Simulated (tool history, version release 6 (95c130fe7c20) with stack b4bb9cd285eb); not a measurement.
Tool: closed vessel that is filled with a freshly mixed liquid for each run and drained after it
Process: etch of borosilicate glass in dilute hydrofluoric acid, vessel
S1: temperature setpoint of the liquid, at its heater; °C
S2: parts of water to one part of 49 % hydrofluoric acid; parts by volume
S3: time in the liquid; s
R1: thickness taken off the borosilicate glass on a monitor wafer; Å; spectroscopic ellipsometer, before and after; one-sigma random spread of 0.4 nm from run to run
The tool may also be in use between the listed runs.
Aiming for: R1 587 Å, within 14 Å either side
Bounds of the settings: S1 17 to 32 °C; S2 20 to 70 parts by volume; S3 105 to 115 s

| run | hour | S1 | S2 | S3 | R1 |
|---|---|---|---|---|---|
| 1 | 0 | 24 | 40 | 105 | 820.29 |
| 2 | 7.4 | 26 | 40 | 105 | 891.17 |
| 3 | 15.5 | 26 | 40 | 105 | 890.79 |
| 4 | 18.6 | 23 | 40 | 105 | 792.14 |
| 5 | 25.5 | 23 | 40 | 105 | 789.12 |
| 6 | 27.4 | 21 | 40 | 105 | 722.5 |
| 7 | 36.5 | 20.5 | 40 | 105 | 706.45 |
| 8 | 42.6 | 20 | 40 | 105 | 697.59 |
| 9 | 51.3 | 19.5 | 40 | 105 | 686.81 |

4 candidate next runs follow, results not yet known. Just one meets every target within its allowed miss. Identify it.
| A | 60 | 20 | 45 | 105 | ? |
| B | 60 | 17 | 45 | 105 | ? |
| C | 60 | 19 | 45 | 105 | ? |
| D | 60 | 20.5 | 50 | 105 | ? |

| move | R1 |
|---|---|
| A | 614.72 |
| B | 540.12 |
| C | 588.97 |
| D | 561.71 |
A: moves toward the targets from the last run without getting all of them in spec
B: takes the result that was furthest off past its target
C: hits every target within its allowed miss
D: takes the result that was furthest off past its target
C is the move that brings every result within its allowed miss.
